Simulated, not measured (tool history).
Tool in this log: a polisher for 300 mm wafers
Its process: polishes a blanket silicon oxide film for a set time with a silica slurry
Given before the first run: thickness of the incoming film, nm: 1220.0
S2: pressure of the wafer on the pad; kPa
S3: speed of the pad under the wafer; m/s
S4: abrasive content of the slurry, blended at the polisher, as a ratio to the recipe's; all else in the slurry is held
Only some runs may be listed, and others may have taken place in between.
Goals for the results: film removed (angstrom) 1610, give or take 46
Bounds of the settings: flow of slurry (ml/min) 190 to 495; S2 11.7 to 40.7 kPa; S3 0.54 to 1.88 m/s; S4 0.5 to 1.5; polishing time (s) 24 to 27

{"run": 1, "day": 0.0, "flow of slurry (ml/min)": 320, "S2": 26.2, "S3": 1.2, "S4": 1, "polishing time (s)": 27, "film removed (angstrom)": 996.18}
{"run": 2, "day": 0.283, "flow of slurry (ml/min)": 320, "S2": 26.2, "S3": 1.08, "S4": 1, "polishing time (s)": 27, "film removed (angstrom)": 904.86}
{"run": 3, "day": 0.462, "flow of slurry (ml/min)": 320, "S2": 26.2, "S3": 1.36, "S4": 1, "polishing time (s)": 27, "film removed (angstrom)": 1071.3}
{"run": 4, "day": 0.633, "flow of slurry (ml/min)": 380, "S2": 26.2, "S3": 1.36, "S4": 1, "polishing time (s)": 27, "film removed (angstrom)": 1090.4}
{"run": 5, "day": 0.733, "flow of slurry (ml/min)": 380, "S2": 29.6, "S3": 1.36, "S4": 1, "polishing time (s)": 27, "film removed (angstrom)": 1246.7}
{"run": 6, "day": 0.925, "flow of slurry (ml/min)": 380, "S2": 29.6, "S3": 1.36, "S4": 0.8, "polishing time (s)": 27, "film removed (angstrom)": 1077.4}
{"run": 7, "day": 0.996, "flow of slurry (ml/min)": 380, "S2": 33.1, "S3": 1.36, "S4": 0.8, "polishing time (s)": 27, "film removed (angstrom)": 1203.3}
{"run": 8, "day": 1.192, "flow of slurry (ml/min)": 380, "S2": 35.9, "S3": 1.38, "S4": 0.8, "polishing time (s)": 27, "film removed (angstrom)": 1323.7}
{"run": 9, "day": 1.471, "flow of slurry (ml/min)": 380, "S2": 37.2, "S3": 1.4, "S4": 0.8, "polishing time (s)": 27, "film removed (angstrom)": 1383.5}

Which single option among these 4 for the next run brings every result within its allowed miss of target? Just one does.
{"run": "A", "day": 1.75, "flow of slurry (ml/min)": 375, "S2": 40, "S3": 1.18, "S4": 0.85, "polishing time (s)": 26, "film removed (angstrom)": "?"}
{"run": "B", "day": 1.75, "flow of slurry (ml/min)": 390, "S2": 40, "S3": 1.42, "S4": 0.95, "polishing time (s)": 26, "film removed (angstrom)": "?"}
{"run": "C", "day": 1.75, "flow of slurry (ml/min)": 405, "S2": 37.2, "S3": 1.28, "S4": 0.8, "polishing time (s)": 26, "film removed (angstrom)": "?"}
{"run": "D", "day": 1.75, "flow of slurry (ml/min)": 370, "S2": 40.7, "S3": 1.12, "S4": 0.75, "polishing time (s)": 24, "film removed (angstrom)": "?"}

move=A film_removed_(angstrom)=1330
move=B film_removed_(angstrom)=1631.9
move=C film_removed_(angstrom)=1272.6
move=D film_removed_(angstrom)=1105.6
A: misses by more than the last run did
B: all results in spec
C: misses by more than the last run did
D: misses by more than the last run did
Answer: B
